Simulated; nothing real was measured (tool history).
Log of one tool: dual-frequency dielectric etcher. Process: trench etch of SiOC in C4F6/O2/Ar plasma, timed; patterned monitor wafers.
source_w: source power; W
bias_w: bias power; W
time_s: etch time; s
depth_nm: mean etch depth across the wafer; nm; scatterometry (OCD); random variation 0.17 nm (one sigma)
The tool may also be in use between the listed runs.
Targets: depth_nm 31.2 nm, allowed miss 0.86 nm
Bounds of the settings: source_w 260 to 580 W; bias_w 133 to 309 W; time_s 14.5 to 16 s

run 1 hour=0 | source_w=420 bias_w=221 time_s=16 | depth_nm=35.974
run 2 hour=1.7 | source_w=420 bias_w=239 time_s=16 | depth_nm=36.649
run 3 hour=5.8 | source_w=410 bias_w=235 time_s=16 | depth_nm=35.851
run 4 hour=14.6 | source_w=400 bias_w=233 time_s=16 | depth_nm=35.657
run 5 hour=16.6 | source_w=360 bias_w=233 time_s=16 | depth_nm=34.777
run 6 hour=25.1 | source_w=350 bias_w=229 time_s=16 | depth_nm=34.285
run 7 hour=27.8 | source_w=350 bias_w=229 time_s=16 | depth_nm=34.009
run 8 hour=30.1 | source_w=340 bias_w=227 time_s=16 | depth_nm=33.712

Which of these 4 next moves meets every target?
run A hour=32.4 | source_w=350 bias_w=244 time_s=15.5 | depth_nm=?
run B hour=32.4 | source_w=350 bias_w=272 time_s=14.5 | depth_nm=?
run C hour=32.4 | source_w=320 bias_w=238 time_s=15.5 | depth_nm=?
run D hour=32.4 | source_w=390 bias_w=211 time_s=14.5 | depth_nm=?

move=A depth_nm=33.675
move=B depth_nm=32.547
move=C depth_nm=32.644
move=D depth_nm=31.117
A: as far off as the last run
B: nearer than the last run, and not there yet
C: nearer than the last run, and not there yet
D: meets every target
The right move is D.
